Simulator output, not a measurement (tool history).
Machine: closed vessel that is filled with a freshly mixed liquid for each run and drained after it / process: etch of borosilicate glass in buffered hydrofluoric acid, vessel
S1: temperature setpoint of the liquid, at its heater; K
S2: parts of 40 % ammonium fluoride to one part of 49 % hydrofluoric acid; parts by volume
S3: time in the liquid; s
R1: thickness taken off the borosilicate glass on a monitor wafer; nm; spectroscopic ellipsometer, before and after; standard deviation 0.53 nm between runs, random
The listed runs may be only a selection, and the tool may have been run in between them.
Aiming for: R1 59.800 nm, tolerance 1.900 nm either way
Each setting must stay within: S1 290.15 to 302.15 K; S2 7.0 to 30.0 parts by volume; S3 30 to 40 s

| run | hour | S1 | S2 | S3 | R1 |
|---|---|---|---|---|---|
| 1 | 0.0 | 294.15 | 20.0 | 40 | 20.503 |
| 2 | 1.0 | 295.15 | 20.0 | 40 | 22.061 |
| 3 | 7.3 | 296.15 | 17.5 | 40 | 26.309 |
| 4 | 13.8 | 297.15 | 16.0 | 40 | 30.550 |
| 5 | 21.6 | 298.15 | 15.0 | 40 | 33.963 |
| 6 | 24.6 | 295.65 | 15.0 | 40 | 29.935 |
| 7 | 27.6 | 296.65 | 14.0 | 40 | 33.509 |
| 8 | 36.5 | 297.65 | 13.0 | 40 | 38.631 |
| 9 | 38.7 | 298.65 | 12.5 | 40 | 42.251 |
| 10 | 40.4 | 299.15 | 12.0 | 40 | 45.227 |
| 11 | 46.9 | 299.65 | 12.0 | 40 | 45.713 |
| 12 | 49.4 | 300.15 | 11.5 | 40 | 49.329 |
| 13 | 53.0 | 302.15 | 9.5 | 40 | 65.501 |
| 14 | 54.7 | 301.65 | 9.5 | 40 | 63.897 |

Of the 4 settings listed for the next run, only one would bring every result within its allowed miss of target. Which one?
| A | 56.4 | 302.15 | 9.0 | 35 | ? |
| B | 56.4 | 302.15 | 10.0 | 40 | ? |
| C | 56.4 | 300.65 | 10.5 | 40 | ? |
| D | 56.4 | 302.15 | 9.0 | 40 | ? |

| move | R1 |
|---|---|
| A | 58.829 |
| B | 62.838 |
| C | 55.355 |
| D | 67.233 |
A: all results land within tolerance of their targets
B: better than the last run, though not everything is in spec
C: pushes the last run's worst result past its target
D: the biggest miss grows against the last run
Move A is the one to make.
